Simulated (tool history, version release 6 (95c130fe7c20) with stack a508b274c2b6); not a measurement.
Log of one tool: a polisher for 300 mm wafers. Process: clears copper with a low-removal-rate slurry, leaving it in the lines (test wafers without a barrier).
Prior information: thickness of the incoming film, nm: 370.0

run    day  flow of slurry (ml/min)  pressure of the wafer on the pad (kPa)  speed of the pad under the wafer (cm/s)  abrasive content of the slurry  overpolish time after the end point (s)  time until the end point was called (s)  dishing of a wide line in a test structure (angstrom)
  1  0.000                      315                                    26.9                                      132                             1.0                                       27                                   82.824                                                 605.02
  2  0.133                      315                                    26.9                                      132                             1.2                                       27                                   80.020                                                 632.34
  3  0.404                      315                                    26.9                                      132                             1.2                                       20                                   78.881                                                 500.68
  4  0.588                      315                                    29.6                                      132                             1.2                                       20                                   73.956                                                 538.50
  5  0.750                      315                                    29.6                                      132                             1.0                                       20                                   76.515                                                 523.58
  6  0.783                      315                                    31.0                                      132                             1.0                                       22                                   71.070                                                 573.81
  7  1.112                      315                                    31.0                                      132                             1.0                                       24                                   71.117                                                 627.92
  8  1.433                      315                                    31.7                                      132                             1.0                                       25                                   72.375                                                 637.91
  9  1.608                      315                                    31.7                                      132                             1.0                                       25                                   72.272                                                 647.03
 10  1.725                      315                                    32.4                                      132                             1.0                                       26                                   72.906                                                 661.90
 11  1.908                      315                                    32.4                                      132                             1.0                                       26                                   71.189                                                 685.90

Predict the results of run 12:
 12  2.175                      315                                    33.1                                      132                             1.0                                       26                                        ?                                                      ?

Run 12 produced time until the end point was called (s) 69.239, dishing of a wide line in a test structure (angstrom) 672.22.
